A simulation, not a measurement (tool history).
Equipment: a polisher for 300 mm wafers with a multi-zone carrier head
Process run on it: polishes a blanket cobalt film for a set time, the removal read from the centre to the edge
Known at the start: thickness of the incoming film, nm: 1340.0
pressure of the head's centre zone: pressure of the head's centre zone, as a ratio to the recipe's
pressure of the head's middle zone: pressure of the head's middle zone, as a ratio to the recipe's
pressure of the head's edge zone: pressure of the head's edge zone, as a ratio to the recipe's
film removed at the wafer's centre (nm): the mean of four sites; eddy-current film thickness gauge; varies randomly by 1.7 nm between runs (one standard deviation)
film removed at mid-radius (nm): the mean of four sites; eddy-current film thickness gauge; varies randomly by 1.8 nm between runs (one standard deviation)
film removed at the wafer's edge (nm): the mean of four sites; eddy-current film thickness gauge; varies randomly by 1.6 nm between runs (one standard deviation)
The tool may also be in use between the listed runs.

run,hour,flow of slurry (ml/min),pressure of the head's centre zone,pressure of the head's middle zone,pressure of the head's edge zone,polishing time (s),film removed at the wafer's centre (nm),film removed at mid-radius (nm),film removed at the wafer's edge (nm)
1,0.0,300,1.00,1.00,1.00,42,159.02,155.13,155.45
2,8.9,300,1.00,1.00,0.93,42,155.90,157.96,148.90
3,16.3,300,1.00,0.97,0.93,41,154.72,151.16,145.43
4,24.3,295,0.99,0.95,0.94,40,145.94,144.66,144.86
5,32.8,295,0.99,0.95,0.94,35,126.56,124.61,123.77
6,38.1,295,1.08,0.95,0.94,35,138.45,128.86,125.71
7,45.4,295,1.07,0.95,0.96,35,135.60,122.17,124.91
8,52.8,300,1.02,0.97,1.02,40,153.32,148.21,147.64
9,54.4,295,1.02,0.95,1.02,40,154.01,142.41,146.70
10,61.9,290,1.01,0.94,1.02,40,148.01,138.46,149.67
11,64.5,290,1.01,0.93,1.01,40,146.89,139.08,150.50

The next listed run, before its measurement:
12,72.7,290,1.02,0.93,1.00,40,?,?,?

film removed at the wafer's centre (nm): 150.56
film removed at mid-radius (nm): 138.08
film removed at the wafer's edge (nm): 146.93
